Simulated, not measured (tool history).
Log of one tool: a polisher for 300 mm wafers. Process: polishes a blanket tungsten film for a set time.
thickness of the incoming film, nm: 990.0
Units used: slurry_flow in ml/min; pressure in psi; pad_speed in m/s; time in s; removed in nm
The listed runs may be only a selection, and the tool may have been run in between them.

run	day	slurry_flow	pressure	pad_speed	slurry_solids	time	removed
1	0.000	125	3.8	0.92	1.0	29	116.940
2	0.075	125	3.8	1.00	1.0	29	123.470
3	0.300	125	3.8	1.00	1.0	26	111.500
4	0.454	125	3.8	1.00	1.1	26	114.610
5	0.650	120	3.3	0.98	1.1	26	97.261
# day 0.942: head pressure recalibrated
6	0.942	120	2.5	0.98	1.1	26	83.530
7	1.125	115	2.3	0.96	1.1	26	75.107
8	1.150	85	1.7	0.96	1.1	26	50.923
9	1.517	90	1.7	0.96	1.1	26	51.780
10	1.567	95	1.7	0.96	1.1	26	52.485
11	1.688	100	1.7	0.96	1.1	26	54.368

Predict the results of run 12:
12	1.825	105	1.7	0.96	1.1	26	?

Run 12 produced removed 54.626 nm.

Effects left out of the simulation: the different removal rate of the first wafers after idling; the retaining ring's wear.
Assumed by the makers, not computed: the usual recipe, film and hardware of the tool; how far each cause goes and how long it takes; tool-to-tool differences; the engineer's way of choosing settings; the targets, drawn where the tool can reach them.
